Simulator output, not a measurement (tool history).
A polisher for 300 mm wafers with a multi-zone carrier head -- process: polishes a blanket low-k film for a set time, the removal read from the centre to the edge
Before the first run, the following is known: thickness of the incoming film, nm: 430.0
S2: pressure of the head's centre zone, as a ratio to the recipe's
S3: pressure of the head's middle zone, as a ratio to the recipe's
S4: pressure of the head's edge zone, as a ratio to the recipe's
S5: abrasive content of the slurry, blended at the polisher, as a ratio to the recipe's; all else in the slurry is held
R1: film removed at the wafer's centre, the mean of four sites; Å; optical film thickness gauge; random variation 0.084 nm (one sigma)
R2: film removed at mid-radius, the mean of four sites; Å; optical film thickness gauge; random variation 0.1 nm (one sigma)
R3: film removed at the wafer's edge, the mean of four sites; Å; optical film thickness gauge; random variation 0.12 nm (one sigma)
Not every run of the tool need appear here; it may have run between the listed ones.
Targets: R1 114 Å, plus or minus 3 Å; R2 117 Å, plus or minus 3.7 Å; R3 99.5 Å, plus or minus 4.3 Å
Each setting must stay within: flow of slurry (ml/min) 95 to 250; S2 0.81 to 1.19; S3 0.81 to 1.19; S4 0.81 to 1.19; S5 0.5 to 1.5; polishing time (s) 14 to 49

Run 1, hour 0: flow of slurry (ml/min) 160, S2 1, S3 1, S4 1, S5 1, polishing time (s) 31. Result: R1 79.212 Å, R2 79.876 Å, R3 81.637 Å.
Run 2, hour 3.2: flow of slurry (ml/min) 160, S2 1, S3 1, S4 1, S5 0.8, polishing time (s) 31. Result: R1 71.244 Å, R2 72.415 Å, R3 74.214 Å.
Run 3, hour 9: flow of slurry (ml/min) 160, S2 1, S3 0.97, S4 1, S5 0.8, polishing time (s) 31. Result: R1 71.195 Å, R2 69.963 Å, R3 73.289 Å.
Run 4, hour 15.2: flow of slurry (ml/min) 180, S2 1.04, S3 1.03, S4 0.99, S5 0.9, polishing time (s) 31. Result: R1 79.716 Å, R2 79.586 Å, R3 79.783 Å.
Run 5, hour 16.2: flow of slurry (ml/min) 180, S2 1.04, S3 1.08, S4 0.99, S5 0.9, polishing time (s) 31. Result: R1 81.243 Å, R2 83.111 Å, R3 79.488 Å.
Run 6, hour 25.1: flow of slurry (ml/min) 180, S2 1.04, S3 1.08, S4 0.99, S5 0.9, polishing time (s) 37. Result: R1 96.327 Å, R2 100.2 Å, R3 93.602 Å.
Run 7, hour 27.6: flow of slurry (ml/min) 195, S2 1.07, S3 1.11, S4 0.99, S5 0.9, polishing time (s) 37. Result: R1 98.745 Å, R2 103.24 Å, R3 95.503 Å.
Run 8, hour 30.5: flow of slurry (ml/min) 200, S2 1.1, S3 1.13, S4 0.97, S5 0.9, polishing time (s) 37. Result: R1 103.12 Å, R2 104.55 Å, R3 95.031 Å.
Run 9, hour 34.8: flow of slurry (ml/min) 210, S2 1.11, S3 1.15, S4 0.96, S5 0.95, polishing time (s) 37. Result: R1 107.04 Å, R2 107.11 Å, R3 97.739 Å.
Run 10, hour 37.8: flow of slurry (ml/min) 200, S2 1.11, S3 1.16, S4 0.93, S5 1, polishing time (s) 37. Result: R1 110.22 Å, R2 110.43 Å, R3 99.875 Å.
Run 11, hour 38.8: flow of slurry (ml/min) 205, S2 1.1, S3 1.17, S4 0.9, S5 1, polishing time (s) 37. Result: R1 108.56 Å, R2 112.88 Å, R3 97.41 Å.

4 candidate next runs follow, results not yet known. Just one meets every target within its allowed miss. Identify it.
Run A, hour 39.8: flow of slurry (ml/min) 190, S2 1.19, S3 1.18, S4 0.94, S5 1.15, polishing time (s) 33. Result: R1 ?, R2 ?, R3 ?.
Run B, hour 39.8: flow of slurry (ml/min) 250, S2 1.1, S3 1.13, S4 0.88, S5 0.9, polishing time (s) 40. Result: R1 ?, R2 ?, R3 ?.
Run C, hour 39.8: flow of slurry (ml/min) 185, S2 1.09, S3 1.17, S4 1, S5 1.2, polishing time (s) 33. Result: R1 ?, R2 ?, R3 ?.
Run D, hour 39.8: flow of slurry (ml/min) 190, S2 1.01, S3 1.18, S4 0.93, S5 1.05, polishing time (s) 37. Result: R1 ?, R2 ?, R3 ?.

move      R1      R2      R3
   A  109.72  106.35  93.086
   B  115.57  116.41  101.63
   C  101.64  106.93   97.19
   D   100.5  115.01  100.07
A: its largest miss is bigger than the last run's
B: hits every target within its allowed miss
C: its largest miss is bigger than the last run's
D: its largest miss is bigger than the last run's
The right move is B.

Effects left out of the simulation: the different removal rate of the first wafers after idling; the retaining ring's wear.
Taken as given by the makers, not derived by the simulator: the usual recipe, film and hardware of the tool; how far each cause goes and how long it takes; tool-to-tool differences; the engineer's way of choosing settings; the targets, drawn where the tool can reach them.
